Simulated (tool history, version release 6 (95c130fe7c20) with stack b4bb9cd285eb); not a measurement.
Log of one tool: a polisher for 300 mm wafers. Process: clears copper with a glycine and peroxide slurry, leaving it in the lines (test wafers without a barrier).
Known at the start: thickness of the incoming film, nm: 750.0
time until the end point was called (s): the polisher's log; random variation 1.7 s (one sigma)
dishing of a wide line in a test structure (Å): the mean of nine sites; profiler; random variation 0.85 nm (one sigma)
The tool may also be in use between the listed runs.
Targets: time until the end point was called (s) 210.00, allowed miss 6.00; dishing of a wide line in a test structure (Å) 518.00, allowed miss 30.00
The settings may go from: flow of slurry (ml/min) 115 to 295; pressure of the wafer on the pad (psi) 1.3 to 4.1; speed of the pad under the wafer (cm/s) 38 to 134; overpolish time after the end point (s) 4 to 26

run  hour  flow of slurry (ml/min)  pressure of the wafer on the pad (psi)  speed of the pad under the wafer (cm/s)  overpolish time after the end point (s)  time until the end point was called (s)  dishing of a wide line in a test structure (Å)
  1   0.0                      190                                     2.7                                       86                                       13                                   162.07                                          424.79
  2   0.9                      175                                     2.7                                       86                                       13                                   162.82                                          416.12
  3   9.8                      175                                     2.7                                       86                                        9                                   163.90                                          291.88
  4  12.3                      175                                     2.7                                       74                                        9                                   179.96                                          263.90
  5  15.7                      170                                     2.6                                       74                                       11                                   186.70                                          310.53
  6  20.4                      170                                     2.5                                       74                                       12                                   192.62                                          323.44
  7  24.0                      170                                     2.4                                       74                                       13                                   199.79                                          335.85
  8  27.8                      170                                     2.4                                       74                                       14                                   199.68                                          373.29
  9  30.5                      170                                     2.4                                       74                                       15                                   197.42                                          383.29
     34.4  -- slurry nozzle cleaned
 10  34.4                      170                                     2.3                                       74                                       16                                   201.10                                          405.85
 11  41.1                      170                                     2.3                                       74                                       17                                   199.23                                          427.50
 12  47.4                      170                                     2.3                                       74                                       18                                   202.09                                          444.71
 13  50.9                      170                                     2.3                                       74                                       19                                   197.82                                          464.29
 14  52.5                      170                                     2.2                                       74                                       20                                   206.74                                          472.51

5 next moves are on the table. One of them brings every result within its allowed miss. Which?
  A  54.1                      185                                     2.4                                       64                                       19                                        ?                                               ?
  B  54.1                      170                                     2.2                                       66                                       23                                        ?                                               ?
  C  54.1                      160                                     2.3                                       76                                       16                                        ?                                               ?
  D  54.1                      205                                     2.3                                       60                                       19                                        ?                                               ?
  E  54.1                      155                                     1.7                                       96                                       23                                        ?                                               ?

move  time until the end point was called (s)  dishing of a wide line in a test structure (Å)
   A                                   210.71                                          444.43
   B                                   222.28                                          497.59
   C                                   197.41                                          402.91
   D                                   223.71                                          422.13
   E                                   211.30                                          505.80
A: further off than the last run
B: brings the result that was furthest off to its target, and leaves another outside
C: further off than the last run
D: further off than the last run
E: meets every target
Move E is the one to make.

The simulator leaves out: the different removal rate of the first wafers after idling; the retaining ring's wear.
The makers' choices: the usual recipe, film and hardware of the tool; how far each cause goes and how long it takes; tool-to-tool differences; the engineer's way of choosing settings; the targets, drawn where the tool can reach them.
